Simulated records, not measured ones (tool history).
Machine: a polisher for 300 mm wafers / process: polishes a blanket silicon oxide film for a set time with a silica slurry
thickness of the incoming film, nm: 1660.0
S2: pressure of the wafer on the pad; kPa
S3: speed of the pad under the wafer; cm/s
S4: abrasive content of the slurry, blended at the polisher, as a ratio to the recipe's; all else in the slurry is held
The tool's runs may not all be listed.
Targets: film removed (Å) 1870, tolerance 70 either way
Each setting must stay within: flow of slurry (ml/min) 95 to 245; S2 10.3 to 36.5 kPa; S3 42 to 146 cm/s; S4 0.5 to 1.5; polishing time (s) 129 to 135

{"run": 1, "hour": 0.0, "flow of slurry (ml/min)": 155, "S2": 23.4, "S3": 94, "S4": 1, "polishing time (s)": 129, "film removed (Å)": 2762.6}
{"run": 2, "hour": 7.0, "flow of slurry (ml/min)": 150, "S2": 20.7, "S3": 94, "S4": 1, "polishing time (s)": 129, "film removed (Å)": 2448.7}
{"run": 3, "hour": 15.0, "flow of slurry (ml/min)": 130, "S2": 20.7, "S3": 94, "S4": 1, "polishing time (s)": 129, "film removed (Å)": 2415.8}
{"run": 4, "hour": 17.5, "flow of slurry (ml/min)": 130, "S2": 17.2, "S3": 94, "S4": 1, "polishing time (s)": 129, "film removed (Å)": 2033.5}
{"run": 5, "hour": 21.5, "flow of slurry (ml/min)": 130, "S2": 17.2, "S3": 94, "S4": 1.1, "polishing time (s)": 129, "film removed (Å)": 2106.4}
{"run": 6, "hour": 24.9, "flow of slurry (ml/min)": 130, "S2": 17.2, "S3": 94, "S4": 1.1, "polishing time (s)": 129, "film removed (Å)": 2131.8}
{"run": 7, "hour": 26.1, "flow of slurry (ml/min)": 125, "S2": 13.8, "S3": 94, "S4": 1.1, "polishing time (s)": 129, "film removed (Å)": 1680.9}
{"run": 8, "hour": 30.4, "flow of slurry (ml/min)": 125, "S2": 14.5, "S3": 94, "S4": 1.1, "polishing time (s)": 129, "film removed (Å)": 1726.1}

Of the 4 settings listed for the next run, only one would bring every result within its allowed miss of target. Which one?
{"run": "A", "hour": 34.7, "flow of slurry (ml/min)": 115, "S2": 13.8, "S3": 92, "S4": 1.15, "polishing time (s)": 129, "film removed (Å)": "?"}
{"run": "B", "hour": 34.7, "flow of slurry (ml/min)": 120, "S2": 12.4, "S3": 106, "S4": 1.4, "polishing time (s)": 134, "film removed (Å)": "?"}
{"run": "C", "hour": 34.7, "flow of slurry (ml/min)": 125, "S2": 11, "S3": 106, "S4": 1.2, "polishing time (s)": 129, "film removed (Å)": "?"}
{"run": "D", "hour": 34.7, "flow of slurry (ml/min)": 150, "S2": 12.4, "S3": 84, "S4": 1.2, "polishing time (s)": 133, "film removed (Å)": "?"}

move=A film_removed_(Å)=1660.9
move=B film_removed_(Å)=1898.1
move=C film_removed_(Å)=1559.6
move=D film_removed_(Å)=1544.7
A: the biggest miss grows against the last run
B: meets every target
C: the biggest miss grows against the last run
D: the biggest miss grows against the last run
The move that meets every target is B.

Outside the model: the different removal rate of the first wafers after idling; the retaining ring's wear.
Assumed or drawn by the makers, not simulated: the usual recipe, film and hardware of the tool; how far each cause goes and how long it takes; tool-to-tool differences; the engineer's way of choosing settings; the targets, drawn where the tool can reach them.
